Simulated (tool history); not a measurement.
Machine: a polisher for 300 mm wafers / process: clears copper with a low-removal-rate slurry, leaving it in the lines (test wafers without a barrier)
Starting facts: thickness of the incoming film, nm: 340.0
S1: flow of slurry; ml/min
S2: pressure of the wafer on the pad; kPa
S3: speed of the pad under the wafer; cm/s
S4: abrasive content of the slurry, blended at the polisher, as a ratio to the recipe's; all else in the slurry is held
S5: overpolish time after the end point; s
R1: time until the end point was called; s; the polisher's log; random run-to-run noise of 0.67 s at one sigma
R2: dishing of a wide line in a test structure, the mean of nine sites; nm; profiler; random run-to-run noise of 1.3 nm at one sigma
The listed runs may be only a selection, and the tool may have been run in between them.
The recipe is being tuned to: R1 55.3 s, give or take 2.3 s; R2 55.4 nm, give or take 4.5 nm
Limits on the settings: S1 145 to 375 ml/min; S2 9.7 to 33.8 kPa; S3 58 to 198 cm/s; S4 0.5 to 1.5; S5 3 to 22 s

{"run": 1, "hour": 0.0, "S1": 240, "S2": 21.4, "S3": 128, "S4": 1, "S5": 11, "R1": 78.951, "R2": 30.966}
{"run": 2, "hour": 2.6, "S1": 240, "S2": 21.4, "S3": 128, "S4": 0.9, "S5": 11, "R1": 81.286, "R2": 29.08}
{"run": 3, "hour": 7.6, "S1": 240, "S2": 22.8, "S3": 128, "S4": 0.95, "S5": 12, "R1": 75.201, "R2": 33.558}
{"run": 4, "hour": 12.3, "S1": 240, "S2": 22.8, "S3": 128, "S4": 0.95, "S5": 16, "R1": 75.66, "R2": 39.997}
{"run": 5, "hour": 14.1, "S1": 240, "S2": 22.8, "S3": 128, "S4": 1.1, "S5": 16, "R1": 72.989, "R2": 41.368}
{"run": 6, "hour": 16.6, "S1": 240, "S2": 22.8, "S3": 128, "S4": 0.9, "S5": 16, "R1": 78.864, "R2": 39.212}
{"run": 7, "hour": 22.6, "S1": 240, "S2": 24.1, "S3": 128, "S4": 0.9, "S5": 16, "R1": 71.779, "R2": 41.243}
{"run": 8, "hour": 26.3, "S1": 240, "S2": 25.5, "S3": 128, "S4": 0.9, "S5": 17, "R1": 71.871, "R2": 42.128}

Which of these 4 next moves meets every target?
{"run": "A", "hour": 30.0, "S1": 180, "S2": 24.8, "S3": 120, "S4": 0.8, "S5": 11, "R1": "?", "R2": "?"}
{"run": "B", "hour": 30.0, "S1": 150, "S2": 26.2, "S3": 148, "S4": 1.15, "S5": 21, "R1": "?", "R2": "?"}
{"run": "C", "hour": 30.0, "S1": 335, "S2": 29, "S3": 136, "S4": 0.85, "S5": 20, "R1": "?", "R2": "?"}
{"run": "D", "hour": 30.0, "S1": 270, "S2": 32.4, "S3": 134, "S4": 0.85, "S5": 19, "R1": "?", "R2": "?"}

move=A R1=81.256 R2=31.329
move=B R1=60.151 R2=56.311
move=C R1=58.751 R2=55.961
move=D R1=55.262 R2=56.547
A: misses by more than the last run did
B: gains on the last run, yet a result remains outside its allowed miss
C: gains on the last run, yet a result remains outside its allowed miss
D: hits every target within its allowed miss
The right move is D.
